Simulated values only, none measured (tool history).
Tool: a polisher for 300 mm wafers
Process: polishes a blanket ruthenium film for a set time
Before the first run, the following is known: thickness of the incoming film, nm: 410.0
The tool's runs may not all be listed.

run  hour  flow of slurry (ml/min)  pressure of the wafer on the pad (psi)  speed of the pad under the wafer (cm/s)  polishing time (s)  film removed (angstrom)
  1     0                      135                                     2.8                                       80                  20                   233.53
  2   3.9                      135                                     2.8                                       92                  20                   267.98
  3   6.5                      135                                     2.6                                       90                  20                   238.94
  4   7.4                      135                                     2.4                                       90                  20                   226.81
  5  13.5                      135                                     2.4                                       74                  20                   188.12
  6    22                      135                                     2.4                                       74                  20                   188.86
  7  30.3                      135                                     2.4                                       74                  20                   185.43
  8    32                      135                                     2.4                                       74                  20                   186.47
  9  32.6                      135                                     2.3                                       74                  20                    181.1
 10  36.7                      135                                     2.2                                       74                  20                   173.43

Estimate the outcome of run 11 from the log above:
 11  38.1                      135                                     2.1                                       74                  20                        ?

Logged for run 11: film removed (angstrom) 165.92.
